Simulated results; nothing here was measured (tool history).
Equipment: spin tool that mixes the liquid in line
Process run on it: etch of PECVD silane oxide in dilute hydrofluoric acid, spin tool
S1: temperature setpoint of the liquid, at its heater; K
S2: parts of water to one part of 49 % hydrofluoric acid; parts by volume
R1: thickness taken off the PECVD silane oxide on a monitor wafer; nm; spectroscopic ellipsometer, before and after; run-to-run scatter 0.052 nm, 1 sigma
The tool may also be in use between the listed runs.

Run 1, day 0: S1 295.15 K, S2 250 parts by volume, time under the liquid (s) 65. Result: R1 10.269 nm.
Run 2, day 0.342: S1 293.65 K, S2 270 parts by volume, time under the liquid (s) 65. Result: R1 8.8394 nm.
Run 3, day 0.479: S1 292.65 K, S2 285 parts by volume, time under the liquid (s) 65. Result: R1 7.8928 nm.
Run 4, day 0.767: S1 292.65 K, S2 285 parts by volume, time under the liquid (s) 70. Result: R1 8.558 nm.
Run 5, day 1.071: S1 295.65 K, S2 285 parts by volume, time under the liquid (s) 70. Result: R1 9.4662 nm.
Run 6, day 1.425: S1 295.65 K, S2 240 parts by volume, time under the liquid (s) 70. Result: R1 11.706 nm.
Run 7, day 1.575: S1 294.15 K, S2 275 parts by volume, time under the liquid (s) 70. Result: R1 9.3652 nm.
Run 8, day 1.633: S1 293.15 K, S2 295 parts by volume, time under the liquid (s) 70. Result: R1 8.3324 nm.
Run 9, day 1.738: S1 292.15 K, S2 310 parts by volume, time under the liquid (s) 70. Result: R1 7.6415 nm.

Predict the results of run 10:
Run 10, day 1.821: S1 291.65 K, S2 320 parts by volume, time under the liquid (s) 70. Result: R1 ?.

{"run 10": {"R1": 7.2503}}
